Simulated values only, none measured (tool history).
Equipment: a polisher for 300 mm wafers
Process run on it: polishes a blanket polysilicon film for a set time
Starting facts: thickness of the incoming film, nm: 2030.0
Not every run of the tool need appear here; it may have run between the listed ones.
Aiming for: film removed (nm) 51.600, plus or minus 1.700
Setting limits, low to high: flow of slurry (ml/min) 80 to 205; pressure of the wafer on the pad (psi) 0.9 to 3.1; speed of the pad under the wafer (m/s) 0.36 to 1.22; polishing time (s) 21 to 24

run	hour	flow of slurry (ml/min)	pressure of the wafer on the pad (psi)	speed of the pad under the wafer (m/s)	polishing time (s)	film removed (nm)
1	0.0	135	2.0	0.78	24	104.880
2	8.6	135	2.0	0.92	24	120.710
3	14.1	135	1.6	0.92	24	98.204
4	22.9	130	1.5	0.88	24	87.372
5	24.3	130	2.0	0.88	24	116.890
6	27.8	130	1.7	0.88	24	98.166
7	35.6	125	1.6	0.86	24	89.690
8	42.9	105	1.0	0.72	24	47.210
9	50.1	110	1.0	0.72	24	47.143
10	54.3	115	1.0	0.72	24	48.212
11	61.9	120	1.0	0.72	24	48.552
12	64.6	135	1.1	0.72	24	53.909
13	69.5	130	1.1	0.72	24	54.062
14	72.9	125	1.1	0.72	24	54.443

Below are 4 possible settings for the next run. Only one of them brings all results inside the allowed miss of their targets. Which is it?
A	76.3	145	0.9	0.86	23	?
B	76.3	145	1.2	0.68	24	?
C	76.3	135	1.2	0.68	24	?
D	76.3	85	1.2	0.76	23	?

move	film removed (nm)
A	51.066
B	55.674
C	55.106
D	54.613
A: meets every target
B: further off than the last run
C: further off than the last run
D: further off than the last run
A is the move that brings every result within its allowed miss.
